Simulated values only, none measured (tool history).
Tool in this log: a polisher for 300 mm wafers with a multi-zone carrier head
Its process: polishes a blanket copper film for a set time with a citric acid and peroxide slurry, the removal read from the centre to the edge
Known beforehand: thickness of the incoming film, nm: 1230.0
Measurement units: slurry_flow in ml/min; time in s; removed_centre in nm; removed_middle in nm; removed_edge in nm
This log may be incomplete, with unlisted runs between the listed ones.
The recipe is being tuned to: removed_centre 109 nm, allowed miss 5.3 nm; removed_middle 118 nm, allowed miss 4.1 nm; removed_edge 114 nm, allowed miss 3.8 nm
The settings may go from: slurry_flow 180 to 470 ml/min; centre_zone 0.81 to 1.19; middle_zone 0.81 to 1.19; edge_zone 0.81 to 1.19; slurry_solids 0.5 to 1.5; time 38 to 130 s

run  hour  slurry_flow  centre_zone  middle_zone  edge_zone  slurry_solids  time  removed_centre  removed_middle  removed_edge
  1     0          300            1            1          1              1    84           153.7          145.17        147.31
  2   7.9          300         0.97            1       0.98            0.9    82          146.59          140.79        139.39
  3  12.4          295         0.94            1       0.98           0.85    80          130.35          134.27        136.86
  4  14.9          295         0.89            1       0.98           0.85    80          126.69          134.47        136.42
  5  21.1          295         0.89            1       0.95           0.75    79          124.22          130.27        128.41
  6  24.5          295         0.89         0.92       0.95           0.75    79           122.7          120.25        130.51
  7  28.4          290         0.87         0.93       0.93            0.7    79          118.17          123.07           127
  8  32.3          290         0.87         0.93       0.91           0.65    79          119.29          121.39        124.22
  9  33.2          290         0.87         0.93       0.91           0.65    79          115.39          121.51        124.97

Exactly one of the 5 candidate moves below puts every result within its allowed miss. Which one?
  A  34.1          330         0.87         0.98       0.88            0.6    78               ?               ?             ?
  B  34.1          245         0.81         0.95       0.92            0.6    83               ?               ?             ?
  C  34.1          290         0.87         0.98       0.87            0.6    74               ?               ?             ?
  D  34.1          275         0.81         0.83       1.01           0.55    86               ?               ?             ?
  E  34.1          225         1.03         1.02       0.89           0.75    70               ?               ?             ?

move  removed_centre  removed_middle  removed_edge
   A          117.56          126.44        120.93
   B          112.49          127.17        128.35
   C          110.03           118.5        113.07
   D          116.95          118.14        139.19
   E          122.93          115.75        108.67
A: closes in on the targets versus the last run, not all within tolerance yet
B: the biggest miss grows against the last run
C: every result lands within tolerance
D: the biggest miss grows against the last run
E: the result that was furthest off in the last run now lies on the other side of its target
So the answer is move C, the one that meets all the targets.

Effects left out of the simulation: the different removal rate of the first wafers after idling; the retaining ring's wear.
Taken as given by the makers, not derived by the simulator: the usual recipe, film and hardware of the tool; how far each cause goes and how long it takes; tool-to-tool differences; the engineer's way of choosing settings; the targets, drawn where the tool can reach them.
